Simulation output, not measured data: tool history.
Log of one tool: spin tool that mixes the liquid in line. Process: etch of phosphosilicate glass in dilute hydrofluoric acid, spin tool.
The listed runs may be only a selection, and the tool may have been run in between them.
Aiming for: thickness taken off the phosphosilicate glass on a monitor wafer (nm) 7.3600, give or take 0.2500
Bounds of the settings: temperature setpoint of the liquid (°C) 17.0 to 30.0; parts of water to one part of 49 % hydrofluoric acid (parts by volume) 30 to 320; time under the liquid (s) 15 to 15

run,hour,temperature setpoint of the liquid (°C),parts of water to one part of 49 % hydrofluoric acid (parts by volume),time under the liquid (s),thickness taken off the phosphosilicate glass on a monitor wafer (nm)
1,0.0,22.0,175,15,10.7680
2,6.2,21.5,180,15,10.2470
3,12.4,21.5,220,15,7.9219
4,18.2,20.5,220,15,7.6962
5,23.5,17.0,220,15,6.7886
6,31.7,17.0,160,15,9.8300
7,36.7,17.0,160,15,9.6241
8,45.5,17.0,165,15,9.5337
9,50.6,17.0,170,15,9.2489
10,58.0,17.0,175,15,8.8385
11,59.0,17.0,180,15,8.4969
12,65.3,17.0,180,15,8.4355
13,66.7,17.0,195,15,7.6573

Exercise: of the 5 proposed moves below, exactly one satisfies all targets within the stated allowed misses. Which move is it?
A,68.1,17.5,205,15,?
B,68.1,17.0,190,15,?
C,68.1,21.0,250,15,?
D,68.1,17.0,220,15,?
E,68.1,17.0,215,15,?

move,thickness taken off the phosphosilicate glass on a monitor wafer (nm)
A,7.4453
B,7.9845
C,6.6931
D,6.7099
E,6.8968
A: hits every target within its allowed miss
B: its largest miss is bigger than the last run's
C: carries the result that was furthest off beyond its target, to the other side
D: carries the result that was furthest off beyond its target, to the other side
E: carries the result that was furthest off beyond its target, to the other side
A is the move that brings every result within its allowed miss.

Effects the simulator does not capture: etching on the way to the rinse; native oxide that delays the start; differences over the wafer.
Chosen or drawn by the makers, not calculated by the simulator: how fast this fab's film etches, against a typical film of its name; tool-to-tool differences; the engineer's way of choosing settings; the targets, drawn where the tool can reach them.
